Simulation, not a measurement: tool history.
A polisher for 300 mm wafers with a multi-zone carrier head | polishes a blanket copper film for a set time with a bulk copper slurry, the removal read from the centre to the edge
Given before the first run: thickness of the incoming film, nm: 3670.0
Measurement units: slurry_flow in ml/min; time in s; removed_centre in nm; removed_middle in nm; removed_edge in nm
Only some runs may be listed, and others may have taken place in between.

run    day  slurry_flow  centre_zone  middle_zone  edge_zone  slurry_solids  time  removed_centre  removed_middle  removed_edge
  1      0          175            1            1          1              1    74          1208.3          1238.2        1253.7
  2  0.183          210            1            1          1              1    74          1241.2          1300.5        1286.4
  3  0.483          180            1            1          1              1    74          1240.4          1269.2        1261.1
  4  0.738          185         1.02         1.01       1.03            1.1    75          1308.9          1307.6          1329
  5  0.775          185         0.95         1.01       1.03            1.1    75          1226.7          1304.6        1327.4
  6  0.879          185         0.95         1.01        1.1            1.1    75            1218          1308.4        1367.5
  7  1.067          190         0.98         1.02       1.11           1.15    76          1292.4          1340.7        1407.8
  8  1.267          195            1         1.03       1.12            1.2    77          1366.5          1419.5        1448.8
  9  1.554          200         1.01         1.03       1.13           1.25    78          1408.3          1457.9        1503.2

Estimate the outcome of run 10 from the log above:
 10  1.662          205         1.03         1.03       1.14            1.3    79               ?               ?             ?

{"run 10": {"removed_centre": 1469.1, "removed_middle": 1450.1, "removed_edge": 1549.9}}
